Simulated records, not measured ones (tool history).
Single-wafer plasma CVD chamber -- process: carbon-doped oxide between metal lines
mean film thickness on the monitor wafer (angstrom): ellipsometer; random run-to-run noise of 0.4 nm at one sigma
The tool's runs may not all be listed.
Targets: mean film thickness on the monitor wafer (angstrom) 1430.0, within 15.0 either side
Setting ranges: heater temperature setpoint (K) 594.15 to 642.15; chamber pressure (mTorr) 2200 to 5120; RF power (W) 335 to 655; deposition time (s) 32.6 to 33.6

run,hour,heater temperature setpoint (K),chamber pressure (mTorr),RF power (W),deposition time (s),mean film thickness on the monitor wafer (angstrom)
1,0.0,618.15,3660,495,32.6,1534.9
2,8.7,618.15,3660,495,33.6,1581.9
3,10.0,620.15,3550,495,33.6,1577.2
4,12.0,620.15,3550,435,33.6,1363.4
5,16.3,620.15,3550,500,33.6,1584.5
6,21.9,614.15,3550,500,33.6,1608.0
7,30.0,616.15,3400,500,33.6,1596.4
8,34.0,618.15,3280,500,33.6,1589.3
9,35.6,620.15,3220,495,33.6,1560.9
10,42.4,622.15,3150,495,33.6,1558.0
11,45.3,623.15,3120,490,33.6,1537.2
12,53.2,624.15,3090,485,33.6,1511.9
13,53.9,636.15,2830,485,33.6,1465.1
14,60.8,637.15,2820,485,33.6,1461.4

Next run, 5 choices. One meets every target within its allowed miss, the rest don't. Which?
A,67.7,639.15,2920,495,33.2,?
B,67.7,633.15,2810,470,33.6,?
C,67.7,624.15,3080,455,32.9,?
D,67.7,638.15,2500,510,33.1,?
E,67.7,630.15,2560,470,32.6,?

move,mean film thickness on the monitor wafer (angstrom)
A,1465.1
B,1425.1
C,1382.0
D,1496.1
E,1388.4
A: lands further from the targets than the last run did
B: meets every target
C: pushes the last run's worst result past its target
D: lands further from the targets than the last run did
E: pushes the last run's worst result past its target
So the answer is move B, the one that meets all the targets.

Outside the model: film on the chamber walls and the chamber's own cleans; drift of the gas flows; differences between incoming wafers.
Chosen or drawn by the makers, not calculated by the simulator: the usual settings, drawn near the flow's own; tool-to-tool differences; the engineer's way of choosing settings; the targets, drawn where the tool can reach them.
